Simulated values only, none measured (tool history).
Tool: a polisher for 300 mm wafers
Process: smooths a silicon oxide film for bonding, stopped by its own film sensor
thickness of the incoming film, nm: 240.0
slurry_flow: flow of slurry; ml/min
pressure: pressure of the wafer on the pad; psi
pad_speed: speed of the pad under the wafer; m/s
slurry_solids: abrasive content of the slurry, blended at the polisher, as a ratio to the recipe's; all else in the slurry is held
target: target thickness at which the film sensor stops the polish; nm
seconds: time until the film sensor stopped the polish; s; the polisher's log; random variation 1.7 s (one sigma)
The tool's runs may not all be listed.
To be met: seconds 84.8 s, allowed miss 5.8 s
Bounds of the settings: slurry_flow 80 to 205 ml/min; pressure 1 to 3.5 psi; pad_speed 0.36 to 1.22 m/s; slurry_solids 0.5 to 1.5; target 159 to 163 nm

run 1 hour=0 | slurry_flow=135 pressure=2.2 pad_speed=0.78 slurry_solids=1 target=163 | seconds=124.78
run 2 hour=7.7 | slurry_flow=135 pressure=2.2 pad_speed=0.68 slurry_solids=1 target=163 | seconds=136.18
run 3 hour=12.1 | slurry_flow=135 pressure=2.4 pad_speed=0.7 slurry_solids=1 target=163 | seconds=123.41
run 4 hour=20.3 | slurry_flow=135 pressure=2.4 pad_speed=0.7 slurry_solids=1 target=163 | seconds=122.58
run 5 hour=21.7 | slurry_flow=135 pressure=2.6 pad_speed=0.72 slurry_solids=1 target=163 | seconds=112.84
run 6 hour=25.4 | slurry_flow=135 pressure=2.6 pad_speed=0.72 slurry_solids=1 target=163 | seconds=113.68
run 7 hour=30.9 | slurry_flow=135 pressure=2.8 pad_speed=0.74 slurry_solids=1 target=163 | seconds=104.03
run 8 hour=33.4 | slurry_flow=135 pressure=2.9 pad_speed=0.76 slurry_solids=1 target=163 | seconds=100.36
-- hour=36.6 worn pad replaced by a new one
run 9 hour=36.6 | slurry_flow=135 pressure=3.3 pad_speed=0.8 slurry_solids=1 target=163 | seconds=74.431
run 10 hour=38.1 | slurry_flow=135 pressure=3.2 pad_speed=0.8 slurry_solids=1 target=163 | seconds=77.106

5 next moves are on the table. One of them brings every result within its allowed miss. Which?
run A hour=39.6 | slurry_flow=135 pressure=3.5 pad_speed=0.86 slurry_solids=1 target=163 | seconds=?
run B hour=39.6 | slurry_flow=150 pressure=3.4 pad_speed=0.8 slurry_solids=1.15 target=160 | seconds=?
run C hour=39.6 | slurry_flow=150 pressure=2.9 pad_speed=1.18 slurry_solids=0.9 target=159 | seconds=?
run D hour=39.6 | slurry_flow=135 pressure=3.4 pad_speed=0.72 slurry_solids=1 target=160 | seconds=?
run E hour=39.6 | slurry_flow=160 pressure=3.2 pad_speed=0.84 slurry_solids=1.3 target=163 | seconds=?

move=A seconds=68.216
move=B seconds=72.743
move=C seconds=66.688
move=D seconds=83.815
move=E seconds=67.865
A: further off than the last run
B: further off than the last run
C: further off than the last run
D: meets every target
E: further off than the last run
Move D is the one to make.
